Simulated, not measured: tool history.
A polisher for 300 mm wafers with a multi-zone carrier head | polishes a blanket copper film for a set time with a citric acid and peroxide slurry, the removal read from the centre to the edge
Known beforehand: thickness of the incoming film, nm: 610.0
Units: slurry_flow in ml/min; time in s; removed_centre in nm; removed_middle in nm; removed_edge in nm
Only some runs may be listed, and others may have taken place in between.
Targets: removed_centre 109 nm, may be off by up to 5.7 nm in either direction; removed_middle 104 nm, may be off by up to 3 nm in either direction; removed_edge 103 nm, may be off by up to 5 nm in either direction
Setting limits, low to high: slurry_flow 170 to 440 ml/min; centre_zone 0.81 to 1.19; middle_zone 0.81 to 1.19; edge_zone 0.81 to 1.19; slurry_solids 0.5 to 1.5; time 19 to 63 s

run    day  slurry_flow  centre_zone  middle_zone  edge_zone  slurry_solids  time  removed_centre  removed_middle  removed_edge
  1      0          280            1            1          1              1    41           139.5          132.57        133.85
  2  0.062          280         0.99         0.99       0.97            0.9    40          132.69          127.31        127.97
  3    0.3          280         0.99         0.99          1            0.9    40          133.72          127.06        128.79
  4  0.383          280         0.99         0.99          1            0.9    34          114.38          108.41        106.56
  5  0.617          280         0.99         0.99          1            0.9    42          137.18          132.94        133.74
  6  0.788          280         0.99         0.98          1            0.8    40           128.8          124.93        123.59
  7  0.933          280         0.99         0.96          1           0.75    39          122.34          117.49         123.4
  8  0.996          280            1         0.97       0.99            0.7    38           121.3          113.37        118.15
  9  1.067          280            1         0.98       0.99           0.65    37           114.1          110.78        111.38
 10  1.404          280         1.01         0.98       0.98            0.6    37          116.61          109.77           108

Pick the move, out of 4, that brings all results within their allowed miss; only one does.
  A  1.742          285         0.92         0.87          1            0.6    39               ?               ?             ?
  B  1.742          220         1.03         1.02       1.03            0.5    36               ?               ?             ?
  C  1.742          225         1.08         0.97       0.98            0.5    40               ?               ?             ?
  D  1.742          305         0.92         0.88       0.99           0.65    38               ?               ?             ?

move  removed_centre  removed_middle  removed_edge
   A          111.36          102.95        118.91
   B          107.94           101.9        105.23
   C          126.21          108.85        114.49
   D          110.86          103.38        117.49
A: puts the biggest miss on target and leaves a different result outside tolerance
B: all results in spec
C: further off than the last run
D: puts the biggest miss on target and leaves a different result outside tolerance
Answer: B

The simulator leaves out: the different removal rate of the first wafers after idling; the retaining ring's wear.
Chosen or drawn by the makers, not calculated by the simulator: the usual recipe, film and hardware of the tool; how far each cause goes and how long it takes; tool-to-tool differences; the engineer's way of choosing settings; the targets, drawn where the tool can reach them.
